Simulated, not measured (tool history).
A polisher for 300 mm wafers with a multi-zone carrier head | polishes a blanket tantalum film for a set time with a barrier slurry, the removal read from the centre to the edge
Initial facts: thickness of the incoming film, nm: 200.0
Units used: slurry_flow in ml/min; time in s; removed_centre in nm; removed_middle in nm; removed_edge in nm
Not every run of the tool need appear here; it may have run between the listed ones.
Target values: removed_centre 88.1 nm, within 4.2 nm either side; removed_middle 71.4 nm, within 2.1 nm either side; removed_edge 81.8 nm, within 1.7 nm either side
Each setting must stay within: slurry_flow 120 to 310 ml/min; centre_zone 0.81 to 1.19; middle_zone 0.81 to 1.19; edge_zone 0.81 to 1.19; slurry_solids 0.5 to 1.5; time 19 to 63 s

Run 1, hour 0: slurry_flow 200 ml/min, centre_zone 1, middle_zone 1, edge_zone 1, slurry_solids 1, time 41 s. Result: removed_centre 83.486 nm, removed_middle 81.839 nm, removed_edge 84.29 nm.
Run 2, hour 2.7: slurry_flow 200 ml/min, centre_zone 1, middle_zone 1, edge_zone 1, slurry_solids 1, time 32 s. Result: removed_centre 64.558 nm, removed_middle 63.985 nm, removed_edge 65.824 nm.
Run 3, hour 11.6: slurry_flow 200 ml/min, centre_zone 0.92, middle_zone 1, edge_zone 1, slurry_solids 1, time 32 s. Result: removed_centre 59.45 nm, removed_middle 63.101 nm, removed_edge 65.027 nm.
Run 4, hour 15.5: slurry_flow 200 ml/min, centre_zone 0.92, middle_zone 1, edge_zone 1, slurry_solids 1.15, time 32 s. Result: removed_centre 62.551 nm, removed_middle 66.784 nm, removed_edge 68.414 nm.
Run 5, hour 17.2: slurry_flow 215 ml/min, centre_zone 0.97, middle_zone 0.99, edge_zone 1.03, slurry_solids 1.15, time 32 s. Result: removed_centre 67.47 nm, removed_middle 67.461 nm, removed_edge 69.609 nm.
Run 6, hour 18.3: slurry_flow 215 ml/min, centre_zone 0.93, middle_zone 0.99, edge_zone 1.03, slurry_solids 1.15, time 32 s. Result: removed_centre 64.175 nm, removed_middle 67.076 nm, removed_edge 69.38 nm.
Run 7, hour 24.7: slurry_flow 215 ml/min, centre_zone 0.97, middle_zone 0.97, edge_zone 1.06, slurry_solids 1.2, time 32 s. Result: removed_centre 67.285 nm, removed_middle 66.383 nm, removed_edge 72.233 nm.
Run 8, hour 33.1: slurry_flow 225 ml/min, centre_zone 1.01, middle_zone 0.97, edge_zone 1.08, slurry_solids 1.2, time 32 s. Result: removed_centre 70.111 nm, removed_middle 66.503 nm, removed_edge 72.592 nm.
Run 9, hour 38.3: slurry_flow 230 ml/min, centre_zone 1.04, middle_zone 0.97, edge_zone 1.1, slurry_solids 1.25, time 32 s. Result: removed_centre 75.53 nm, removed_middle 66.836 nm, removed_edge 74.49 nm.
Run 10, hour 40.1: slurry_flow 235 ml/min, centre_zone 1.05, middle_zone 0.97, edge_zone 1.12, slurry_solids 1.3, time 32 s. Result: removed_centre 77.56 nm, removed_middle 67.86 nm, removed_edge 75.858 nm.
Run 11, hour 45.2: slurry_flow 240 ml/min, centre_zone 1.06, middle_zone 0.97, edge_zone 1.13, slurry_solids 1.35, time 32 s. Result: removed_centre 78.337 nm, removed_middle 70.007 nm, removed_edge 77.028 nm.
Run 12, hour 46.9: slurry_flow 245 ml/min, centre_zone 1.07, middle_zone 0.97, edge_zone 1.14, slurry_solids 1.35, time 32 s. Result: removed_centre 78.002 nm, removed_middle 69.627 nm, removed_edge 78.294 nm.
Run 13, hour 52.6: slurry_flow 250 ml/min, centre_zone 1.09, middle_zone 0.97, edge_zone 1.15, slurry_solids 1.35, time 32 s. Result: removed_centre 80.25 nm, removed_middle 69.438 nm, removed_edge 78.071 nm.
Run 14, hour 60.4: slurry_flow 255 ml/min, centre_zone 1.1, middle_zone 0.97, edge_zone 1.16, slurry_solids 1.35, time 32 s. Result: removed_centre 80.98 nm, removed_middle 70.251 nm, removed_edge 78.001 nm.
Run 15, hour 63.3: slurry_flow 255 ml/min, centre_zone 1.11, middle_zone 0.96, edge_zone 1.16, slurry_solids 1.4, time 32 s. Result: removed_centre 82.873 nm, removed_middle 69.385 nm, removed_edge 79.436 nm.
Run 16, hour 71.7: slurry_flow 260 ml/min, centre_zone 1.12, middle_zone 0.96, edge_zone 1.17, slurry_solids 1.4, time 32 s. Result: removed_centre 81.339 nm, removed_middle 70.006 nm, removed_edge 79.3 nm.
Run 17, hour 73.8: slurry_flow 260 ml/min, centre_zone 1.13, middle_zone 0.96, edge_zone 1.17, slurry_solids 1.4, time 32 s. Result: removed_centre 83.673 nm, removed_middle 69.538 nm, removed_edge 80.49 nm.
Run 18, hour 75.4: slurry_flow 265 ml/min, centre_zone 1.14, middle_zone 0.96, edge_zone 1.17, slurry_solids 1.4, time 32 s. Result: removed_centre 85.1 nm, removed_middle 70.002 nm, removed_edge 80.151 nm.
Run 19, hour 82.8: slurry_flow 265 ml/min, centre_zone 1.14, middle_zone 0.96, edge_zone 1.17, slurry_solids 1.4, time 32 s. Result: removed_centre 84.281 nm, removed_middle 70.07 nm, removed_edge 79.661 nm.

Pick the move, out of 4, that brings all results within their allowed miss; only one does.
Run A, hour 90.2: slurry_flow 225 ml/min, centre_zone 1.04, middle_zone 0.94, edge_zone 1.14, slurry_solids 1.3, time 34 s. Result: removed_centre ?, removed_middle ?, removed_edge ?.
Run B, hour 90.2: slurry_flow 265 ml/min, centre_zone 1.18, middle_zone 0.94, edge_zone 1.16, slurry_solids 1.3, time 32 s. Result: removed_centre ?, removed_middle ?, removed_edge ?.
Run C, hour 90.2: slurry_flow 300 ml/min, centre_zone 1.16, middle_zone 0.94, edge_zone 1.18, slurry_solids 1.3, time 31 s. Result: removed_centre ?, removed_middle ?, removed_edge ?.
Run D, hour 90.2: slurry_flow 285 ml/min, centre_zone 1.16, middle_zone 0.95, edge_zone 1.17, slurry_solids 1.5, time 32 s. Result: removed_centre ?, removed_middle ?, removed_edge ?.

move  removed_centre  removed_middle  removed_edge
   A          77.764          71.181        81.251
   B          84.813          68.176        78.226
   C          81.864          66.866        77.173
   D          86.911          71.652        81.689
A: the furthest-off result lands on target, but another misses its tolerance
B: further off than the last run
C: further off than the last run
D: all results land within tolerance of their targets
The right move is D.

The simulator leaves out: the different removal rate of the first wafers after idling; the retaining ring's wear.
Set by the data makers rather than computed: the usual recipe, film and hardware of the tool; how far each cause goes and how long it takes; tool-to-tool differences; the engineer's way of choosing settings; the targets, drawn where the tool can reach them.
